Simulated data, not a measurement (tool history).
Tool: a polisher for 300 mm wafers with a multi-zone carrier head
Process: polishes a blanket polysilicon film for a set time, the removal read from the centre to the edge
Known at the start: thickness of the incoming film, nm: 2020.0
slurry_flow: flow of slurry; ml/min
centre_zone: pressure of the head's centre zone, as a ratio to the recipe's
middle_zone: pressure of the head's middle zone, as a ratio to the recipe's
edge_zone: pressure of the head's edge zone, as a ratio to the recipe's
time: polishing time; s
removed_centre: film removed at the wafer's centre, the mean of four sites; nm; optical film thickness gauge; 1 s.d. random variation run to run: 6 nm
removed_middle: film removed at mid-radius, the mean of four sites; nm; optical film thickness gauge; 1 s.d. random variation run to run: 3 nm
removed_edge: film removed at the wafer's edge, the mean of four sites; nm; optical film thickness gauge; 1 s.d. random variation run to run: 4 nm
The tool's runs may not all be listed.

{"run": 1, "hour": 0.0, "slurry_flow": 250, "centre_zone": 1, "middle_zone": 1, "edge_zone": 1, "time": 59, "removed_centre": 663, "removed_middle": 643.72, "removed_edge": 645.31}
{"run": 2, "hour": 1.6, "slurry_flow": 250, "centre_zone": 1.06, "middle_zone": 1, "edge_zone": 1, "time": 59, "removed_centre": 693.6, "removed_middle": 644.27, "removed_edge": 638.48}
{"run": 3, "hour": 9.5, "slurry_flow": 295, "centre_zone": 1.06, "middle_zone": 1, "edge_zone": 1, "time": 59, "removed_centre": 692.22, "removed_middle": 658.34, "removed_edge": 652.52}
{"run": 4, "hour": 12.1, "slurry_flow": 295, "centre_zone": 1.06, "middle_zone": 1, "edge_zone": 1.08, "time": 59, "removed_centre": 692.63, "removed_middle": 655.61, "removed_edge": 673.2}
{"run": 5, "hour": 15.0, "slurry_flow": 280, "centre_zone": 1.03, "middle_zone": 0.96, "edge_zone": 1.03, "time": 55, "removed_centre": 643.05, "removed_middle": 591.22, "removed_edge": 606.81}
{"run": 6, "hour": 20.8, "slurry_flow": 270, "centre_zone": 0.98, "middle_zone": 0.92, "edge_zone": 1.01, "time": 52, "removed_centre": 567.63, "removed_middle": 531.84, "removed_edge": 570.09}
{"run": 7, "hour": 26.0, "slurry_flow": 260, "centre_zone": 0.97, "middle_zone": 0.89, "edge_zone": 0.96, "time": 51, "removed_centre": 549.47, "removed_middle": 504.98, "removed_edge": 551.12}
{"run": 8, "hour": 29.9, "slurry_flow": 255, "centre_zone": 0.97, "middle_zone": 0.88, "edge_zone": 0.93, "time": 50, "removed_centre": 534.87, "removed_middle": 499.59, "removed_edge": 516.52}
{"run": 9, "hour": 32.7, "slurry_flow": 245, "centre_zone": 0.96, "middle_zone": 0.86, "edge_zone": 0.92, "time": 50, "removed_centre": 543.97, "removed_middle": 484.25, "removed_edge": 522.67}
{"run": 10, "hour": 38.0, "slurry_flow": 240, "centre_zone": 0.94, "middle_zone": 0.85, "edge_zone": 0.9, "time": 50, "removed_centre": 522.64, "removed_middle": 473.49, "removed_edge": 510.76}
{"run": 11, "hour": 45.0, "slurry_flow": 230, "centre_zone": 0.93, "middle_zone": 0.85, "edge_zone": 0.89, "time": 50, "removed_centre": 514.68, "removed_middle": 474.36, "removed_edge": 519.17}

For run 12, what comes out?
{"run": 12, "hour": 52.4, "slurry_flow": 230, "centre_zone": 0.93, "middle_zone": 0.84, "edge_zone": 0.87, "time": 50, "removed_centre": "?", "removed_middle": "?", "removed_edge": "?"}

removed_centre: 509.53 nm
removed_middle: 478.61 nm
removed_edge: 514.11 nm
